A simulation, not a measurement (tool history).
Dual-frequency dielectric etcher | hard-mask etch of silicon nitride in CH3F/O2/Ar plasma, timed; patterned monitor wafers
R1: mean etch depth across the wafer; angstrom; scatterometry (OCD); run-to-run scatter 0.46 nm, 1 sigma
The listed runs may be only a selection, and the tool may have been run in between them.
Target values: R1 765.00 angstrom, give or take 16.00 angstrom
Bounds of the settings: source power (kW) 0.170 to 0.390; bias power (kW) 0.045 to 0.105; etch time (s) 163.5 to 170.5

Run 1, day 0.000: source power (kW) 0.280, bias power (kW) 0.075, etch time (s) 163.5. Result: R1 959.04 angstrom.
Run 2, day 0.238: source power (kW) 0.320, bias power (kW) 0.075, etch time (s) 163.5. Result: R1 985.66 angstrom.
Run 3, day 0.504: source power (kW) 0.320, bias power (kW) 0.075, etch time (s) 170.5. Result: R1 1033.80 angstrom.
Run 4, day 0.625: source power (kW) 0.320, bias power (kW) 0.082, etch time (s) 170.5. Result: R1 1061.00 angstrom.
Run 5, day 0.721: source power (kW) 0.320, bias power (kW) 0.082, etch time (s) 163.5. Result: R1 1018.80 angstrom.
Run 6, day 0.929: source power (kW) 0.300, bias power (kW) 0.082, etch time (s) 163.5. Result: R1 1003.60 angstrom.
Run 7, day 1.025: source power (kW) 0.260, bias power (kW) 0.072, etch time (s) 163.5. Result: R1 910.53 angstrom.
Run 8, day 1.358: source power (kW) 0.240, bias power (kW) 0.067, etch time (s) 163.5. Result: R1 867.21 angstrom.
At day 1.479: source power generator calibrated.
Run 9, day 1.479: source power (kW) 0.240, bias power (kW) 0.067, etch time (s) 163.5. Result: R1 886.54 angstrom.
Run 10, day 1.738: source power (kW) 0.220, bias power (kW) 0.061, etch time (s) 163.5. Result: R1 822.18 angstrom.
Run 11, day 1.912: source power (kW) 0.210, bias power (kW) 0.059, etch time (s) 163.5. Result: R1 813.27 angstrom.
Run 12, day 2.071: source power (kW) 0.200, bias power (kW) 0.057, etch time (s) 163.5. Result: R1 788.23 angstrom.

Exactly one of the 5 candidate moves below puts every result within its allowed miss. Which one?
Run A, day 2.229: source power (kW) 0.190, bias power (kW) 0.064, etch time (s) 163.5. Result: R1 ?.
Run B, day 2.229: source power (kW) 0.180, bias power (kW) 0.054, etch time (s) 166.0. Result: R1 ?.
Run C, day 2.229: source power (kW) 0.200, bias power (kW) 0.060, etch time (s) 163.5. Result: R1 ?.
Run D, day 2.229: source power (kW) 0.180, bias power (kW) 0.056, etch time (s) 170.5. Result: R1 ?.
Run E, day 2.229: source power (kW) 0.190, bias power (kW) 0.056, etch time (s) 167.5. Result: R1 ?.

move      R1
   A  811.90
   B  763.88
   C  806.74
   D  794.46
   E  793.93
A: the biggest miss grows against the last run
B: each result inside its tolerance
C: the biggest miss grows against the last run
D: the biggest miss grows against the last run
E: the biggest miss grows against the last run
Answer: B
